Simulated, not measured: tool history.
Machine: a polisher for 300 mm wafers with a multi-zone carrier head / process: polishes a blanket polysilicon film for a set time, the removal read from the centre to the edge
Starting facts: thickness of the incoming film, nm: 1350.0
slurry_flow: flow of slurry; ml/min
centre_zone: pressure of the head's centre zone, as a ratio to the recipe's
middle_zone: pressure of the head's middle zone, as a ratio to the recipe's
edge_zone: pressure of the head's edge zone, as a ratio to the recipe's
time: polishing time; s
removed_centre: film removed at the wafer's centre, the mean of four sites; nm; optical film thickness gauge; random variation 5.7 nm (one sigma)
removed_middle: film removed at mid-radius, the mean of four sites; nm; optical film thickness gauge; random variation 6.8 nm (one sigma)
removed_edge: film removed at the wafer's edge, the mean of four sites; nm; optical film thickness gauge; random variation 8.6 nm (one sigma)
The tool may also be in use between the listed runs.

run	hour	slurry_flow	centre_zone	middle_zone	edge_zone	time	removed_centre	removed_middle	removed_edge
1	0	165	1	1	1	44	462.92	462.65	455.34
2	6.1	165	1	1	1.08	44	467	455.76	494.16
3	13.7	175	1.02	1.02	1.1	45	496.24	486.79	509.86
4	15.3	175	1.02	1.02	1.05	45	489.39	477.06	478.35
5	23.8	175	1.03	1.02	1.07	47	512.01	510.08	522.46
6	31.8	175	1.11	1.02	1.07	47	563.33	501.81	510.64
7	35	180	1.11	1.02	1.09	48	575.66	512.72	529.02
8	42	185	1.11	1.02	1.11	49	593.6	528.74	547.98

What will run 9 give?
9	48.8	185	1.1	1.02	1.12	50	?	?	?

{"run 9": {"removed_centre": 599.63, "removed_middle": 543.23, "removed_edge": 568.74}}
